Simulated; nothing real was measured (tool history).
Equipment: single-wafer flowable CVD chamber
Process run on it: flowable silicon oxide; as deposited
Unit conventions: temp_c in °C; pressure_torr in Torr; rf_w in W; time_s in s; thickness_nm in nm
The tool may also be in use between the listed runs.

run    day  temp_c  pressure_torr  rf_w  time_s  thickness_nm
  1      0      95          0.988  2425     896        855.21
  2  0.167      93          0.989  2425     896        918.71
  3  0.404      91          0.989  2425     896        985.67
  4  0.583      90          0.989  2425     896          1021
  5  0.638      89          0.989  2425     896        1056.9
  6  0.708      89          0.989  2615     896        1056.2
  7  0.796      88          0.989  2615     896        1095.6

Forecast run 8:
  8    1      87          0.989  2615     896             ?

{"run 8": {"thickness_nm": 1136.8}}

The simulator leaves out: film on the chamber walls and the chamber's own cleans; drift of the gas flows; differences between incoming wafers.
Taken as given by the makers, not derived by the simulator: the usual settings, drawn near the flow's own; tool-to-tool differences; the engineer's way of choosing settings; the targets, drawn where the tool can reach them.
